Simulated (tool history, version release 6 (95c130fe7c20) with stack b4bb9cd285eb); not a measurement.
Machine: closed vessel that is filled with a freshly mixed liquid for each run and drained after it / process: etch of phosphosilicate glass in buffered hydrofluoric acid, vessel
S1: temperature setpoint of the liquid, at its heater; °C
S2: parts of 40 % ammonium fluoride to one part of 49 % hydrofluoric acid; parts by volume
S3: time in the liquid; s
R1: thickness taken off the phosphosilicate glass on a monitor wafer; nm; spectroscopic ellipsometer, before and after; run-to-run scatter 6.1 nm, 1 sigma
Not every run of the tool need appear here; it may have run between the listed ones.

run 1 hour=0.0 | S1=23.0 S2=11.5 S3=90 | R1=630.43
run 2 hour=4.6 | S1=23.0 S2=11.5 S3=100 | R1=698.83
run 3 hour=8.4 | S1=24.5 S2=11.5 S3=100 | R1=756.64
run 4 hour=9.9 | S1=23.0 S2=11.5 S3=100 | R1=703.14
run 5 hour=16.4 | S1=23.0 S2=10.5 S3=100 | R1=770.52
run 6 hour=19.3 | S1=21.5 S2=10.5 S3=100 | R1=703.92
run 7 hour=27.1 | S1=23.0 S2=10.5 S3=100 | R1=763.84
run 8 hour=29.3 | S1=24.0 S2=10.5 S3=100 | R1=807.21
run 9 hour=36.3 | S1=25.0 S2=10.5 S3=100 | R1=849.04

Forecast run 10:
run 10 hour=37.3 | S1=25.5 S2=10.5 S3=100 | R1=?

Run 10 came out at R1 882.25 nm.
